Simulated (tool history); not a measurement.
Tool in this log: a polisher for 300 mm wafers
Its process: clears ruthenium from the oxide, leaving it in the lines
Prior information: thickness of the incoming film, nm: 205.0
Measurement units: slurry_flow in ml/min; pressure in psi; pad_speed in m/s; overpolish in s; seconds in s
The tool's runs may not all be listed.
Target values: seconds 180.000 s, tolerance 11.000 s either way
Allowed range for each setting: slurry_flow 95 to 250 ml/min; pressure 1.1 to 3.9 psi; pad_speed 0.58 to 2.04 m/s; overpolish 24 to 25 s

{"run": 1, "day": 0.0, "slurry_flow": 160, "pressure": 2.5, "pad_speed": 1.3, "overpolish": 24, "seconds": 98.313}
{"run": 2, "day": 0.3, "slurry_flow": 145, "pressure": 2.5, "pad_speed": 1.3, "overpolish": 24, "seconds": 104.06}
{"run": 3, "day": 0.633, "slurry_flow": 140, "pressure": 2.2, "pad_speed": 1.28, "overpolish": 24, "seconds": 120.76}
{"run": 4, "day": 0.817, "slurry_flow": 135, "pressure": 2.0, "pad_speed": 1.26, "overpolish": 24, "seconds": 129.54}
{"run": 5, "day": 0.912, "slurry_flow": 135, "pressure": 1.8, "pad_speed": 1.24, "overpolish": 24, "seconds": 144.42}
{"run": 6, "day": 1.271, "slurry_flow": 135, "pressure": 1.7, "pad_speed": 1.24, "overpolish": 24, "seconds": 147.98}
{"run": 7, "day": 1.379, "slurry_flow": 135, "pressure": 1.6, "pad_speed": 1.24, "overpolish": 24, "seconds": 155.71}
{"run": 8, "day": 1.558, "slurry_flow": 135, "pressure": 1.5, "pad_speed": 1.24, "overpolish": 24, "seconds": 163.19}

Which of these 4 next moves meets every target?
{"run": "A", "day": 1.738, "slurry_flow": 160, "pressure": 2.0, "pad_speed": 1.02, "overpolish": 25, "seconds": "?"}
{"run": "B", "day": 1.738, "slurry_flow": 135, "pressure": 1.4, "pad_speed": 1.2, "overpolish": 24, "seconds": "?"}
{"run": "C", "day": 1.738, "slurry_flow": 125, "pressure": 1.8, "pad_speed": 1.24, "overpolish": 24, "seconds": "?"}
{"run": "D", "day": 1.738, "slurry_flow": 120, "pressure": 1.4, "pad_speed": 1.42, "overpolish": 24, "seconds": "?"}

move=A seconds=157.590
move=B seconds=183.320
move=C seconds=148.240
move=D seconds=159.180
A: misses by more than the last run did
B: every result lands within tolerance
C: misses by more than the last run did
D: misses by more than the last run did
The move that meets every target is B.
